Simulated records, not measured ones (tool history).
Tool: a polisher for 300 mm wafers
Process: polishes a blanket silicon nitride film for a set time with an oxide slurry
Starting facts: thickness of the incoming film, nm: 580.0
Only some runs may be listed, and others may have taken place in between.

| run | hour | flow of slurry (ml/min) | pressure of the wafer on the pad (psi) | speed of the pad under the wafer (m/s) | abrasive content of the slurry | polishing time (s) | film removed (Å) |
|---|---|---|---|---|---|---|---|
| 1 | 0 | 255 | 3.2 | 0.98 | 1 | 44 | 267.69 |
| 2 | 7.2 | 295 | 3.2 | 0.98 | 1 | 44 | 271.63 |
| 3 | 13.1 | 295 | 2.8 | 0.98 | 1 | 44 | 239.17 |
| 4 | 17.5 | 295 | 2.8 | 0.82 | 1 | 44 | 212.83 |
| 5 | 19.6 | 295 | 2.8 | 0.82 | 1 | 44 | 208.92 |
| 6 | 23.5 | 295 | 3.5 | 0.82 | 1 | 44 | 268.56 |

Run 7, settings as shown, results not yet in. Your forecast:
| 7 | 25 | 290 | 3.2 | 0.82 | 1 | 44 | ? |

film removed (Å): 239.17
